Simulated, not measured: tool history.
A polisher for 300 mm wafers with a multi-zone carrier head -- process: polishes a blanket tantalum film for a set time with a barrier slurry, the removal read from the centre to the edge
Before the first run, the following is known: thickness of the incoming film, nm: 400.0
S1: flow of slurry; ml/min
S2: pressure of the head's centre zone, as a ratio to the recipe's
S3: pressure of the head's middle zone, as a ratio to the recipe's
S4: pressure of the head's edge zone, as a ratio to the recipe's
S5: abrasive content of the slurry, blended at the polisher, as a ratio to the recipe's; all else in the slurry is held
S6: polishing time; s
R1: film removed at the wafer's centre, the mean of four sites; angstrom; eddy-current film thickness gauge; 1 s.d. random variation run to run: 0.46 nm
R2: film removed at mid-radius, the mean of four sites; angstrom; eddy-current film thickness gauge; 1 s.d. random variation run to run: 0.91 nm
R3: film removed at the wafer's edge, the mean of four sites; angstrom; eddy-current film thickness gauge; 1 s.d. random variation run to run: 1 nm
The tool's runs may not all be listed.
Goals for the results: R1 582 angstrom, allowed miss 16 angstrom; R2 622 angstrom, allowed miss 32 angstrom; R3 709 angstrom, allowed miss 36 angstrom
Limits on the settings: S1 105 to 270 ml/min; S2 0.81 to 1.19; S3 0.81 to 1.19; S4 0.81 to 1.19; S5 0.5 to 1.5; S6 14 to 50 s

run 1 hour=0 | S1=175 S2=1 S3=1 S4=1 S5=1 S6=32 | R1=554.93 R2=548.65 R3=554.79
run 2 hour=5.8 | S1=175 S2=1 S3=1 S4=1 S5=1 S6=35 | R1=614.01 R2=625.85 R3=609.33
run 3 hour=7.2 | S1=175 S2=1 S3=1 S4=1 S5=0.9 S6=35 | R1=607.14 R2=611.7 R3=587.46
run 4 hour=9.4 | S1=175 S2=1 S3=1 S4=1.03 S5=0.9 S6=35 | R1=601.83 R2=600.69 R3=607.92
run 5 hour=15.9 | S1=175 S2=0.99 S3=1 S4=1.05 S5=0.9 S6=35 | R1=597.41 R2=597.6 R3=598.68
run 6 hour=18.2 | S1=170 S2=0.98 S3=1 S4=1.07 S5=1 S6=35 | R1=604.97 R2=608.83 R3=613.53
run 7 hour=19.1 | S1=170 S2=0.95 S3=0.99 S4=1.09 S5=1.05 S6=35 | R1=590.73 R2=625.72 R3=635.28
run 8 hour=23.4 | S1=170 S2=0.94 S3=0.97 S4=1.1 S5=1.1 S6=35 | R1=585.58 R2=616.3 R3=646.95
run 9 hour=27.2 | S1=170 S2=0.94 S3=0.97 S4=1.1 S5=1.1 S6=35 | R1=585.94 R2=615.25 R3=642.85
run 10 hour=33.4 | S1=170 S2=0.93 S3=0.96 S4=1.11 S5=1.15 S6=35 | R1=591.1 R2=614.73 R3=641.13
run 11 hour=35.1 | S1=165 S2=0.92 S3=0.95 S4=1.12 S5=1.2 S6=35 | R1=583.79 R2=608.61 R3=675.83

Consider the 5 candidate settings below. Which is the only one whose results all fall within their allowed miss of target?
run A hour=36.8 | S1=185 S2=1.01 S3=0.95 S4=1.13 S5=1.15 S6=32 | R1=? R2=? R3=?
run B hour=36.8 | S1=105 S2=0.9 S3=0.93 S4=1.17 S5=1.3 S6=37 | R1=? R2=? R3=?
run C hour=36.8 | S1=230 S2=0.95 S3=1.02 S4=1.12 S5=0.6 S6=40 | R1=? R2=? R3=?
run D hour=36.8 | S1=205 S2=0.99 S3=1.01 S4=1.07 S5=0.95 S6=33 | R1=? R2=? R3=?
run E hour=36.8 | S1=245 S2=0.96 S3=0.98 S4=1.15 S5=1.2 S6=32 | R1=? R2=? R3=?

move=A R1=586.63 R2=557.78 R3=597.25
move=B R1=577.61 R2=611.29 R3=690.38
move=C R1=595.98 R2=638.2 R3=636.23
move=D R1=573.49 R2=584.95 R3=576.49
move=E R1=580.8 R2=594.68 R3=621.02
A: moves away from the targets compared with the last run
B: in spec on every target
C: moves away from the targets compared with the last run
D: moves away from the targets compared with the last run
E: moves away from the targets compared with the last run
Move B is the one to make.
